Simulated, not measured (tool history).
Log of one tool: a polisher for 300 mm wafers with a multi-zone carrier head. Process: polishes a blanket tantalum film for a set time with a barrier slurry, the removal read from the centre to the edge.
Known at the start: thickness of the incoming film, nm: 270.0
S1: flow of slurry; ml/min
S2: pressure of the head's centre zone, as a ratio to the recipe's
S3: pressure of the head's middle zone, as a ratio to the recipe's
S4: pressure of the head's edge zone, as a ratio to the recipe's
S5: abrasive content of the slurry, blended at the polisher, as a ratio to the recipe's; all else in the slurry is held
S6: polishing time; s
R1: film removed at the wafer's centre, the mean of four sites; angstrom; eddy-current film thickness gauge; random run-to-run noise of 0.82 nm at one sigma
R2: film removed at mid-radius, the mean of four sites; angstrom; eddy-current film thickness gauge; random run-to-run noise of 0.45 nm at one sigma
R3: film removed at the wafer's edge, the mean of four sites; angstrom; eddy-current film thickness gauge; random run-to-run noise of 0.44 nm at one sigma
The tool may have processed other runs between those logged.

run 1 hour=0.0 | S1=285 S2=1.00 S3=1.00 S4=1.00 S5=1.00 S6=71 | R1=1044.60 R2=1032.80 R3=1028.40
run 2 hour=7.4 | S1=285 S2=1.00 S3=1.00 S4=1.00 S5=1.00 S6=78 | R1=1120.00 R2=1137.90 R3=1132.40
run 3 hour=13.9 | S1=285 S2=1.00 S3=1.00 S4=1.04 S5=1.00 S6=78 | R1=1148.20 R2=1149.80 R3=1162.10
run 4 hour=19.4 | S1=230 S2=1.00 S3=1.00 S4=1.04 S5=1.00 S6=78 | R1=1120.60 R2=1117.30 R3=1137.40
run 5 hour=23.9 | S1=230 S2=0.97 S3=0.99 S4=1.00 S5=0.90 S6=74 | R1=997.38 R2=1011.50 R3=1021.00
run 6 hour=26.5 | S1=230 S2=0.97 S3=0.99 S4=1.00 S5=0.70 S6=74 | R1=888.29 R2=922.10 R3=933.68
run 7 hour=29.9 | S1=230 S2=0.95 S3=0.98 S4=0.97 S5=0.65 S6=72 | R1=839.76 R2=863.08 R3=852.43
run 8 hour=37.7 | S1=225 S2=0.92 S3=0.97 S4=0.96 S5=0.60 S6=71 | R1=761.29 R2=804.79 R3=816.79
run 9 hour=38.6 | S1=225 S2=0.90 S3=0.97 S4=0.93 S5=0.60 S6=71 | R1=730.94 R2=813.44 R3=798.56
run 10 hour=46.4 | S1=225 S2=0.89 S3=0.96 S4=0.91 S5=0.60 S6=71 | R1=733.79 R2=798.84 R3=795.14
run 11 hour=48.2 | S1=215 S2=0.83 S3=0.97 S4=0.84 S5=0.50 S6=65 | R1=555.97 R2=666.16 R3=628.97
run 12 hour=57.1 | S1=235 S2=0.84 S3=0.97 S4=0.85 S5=0.50 S6=65 | R1=583.19 R2=674.28 R3=643.71
run 13 hour=61.8 | S1=245 S2=0.84 S3=0.97 S4=0.87 S5=0.50 S6=65 | R1=584.71 R2=685.59 R3=654.25
run 14 hour=63.7 | S1=255 S2=0.85 S3=0.97 S4=0.88 S5=0.50 S6=65 | R1=584.59 R2=683.16 R3=647.81

What will run 15 give?
run 15 hour=69.3 | S1=250 S2=0.86 S3=0.97 S4=0.90 S5=0.50 S6=65 | R1=? R2=? R3=?

R1: 593.46 angstrom
R2: 676.77 angstrom
R3: 660.80 angstrom
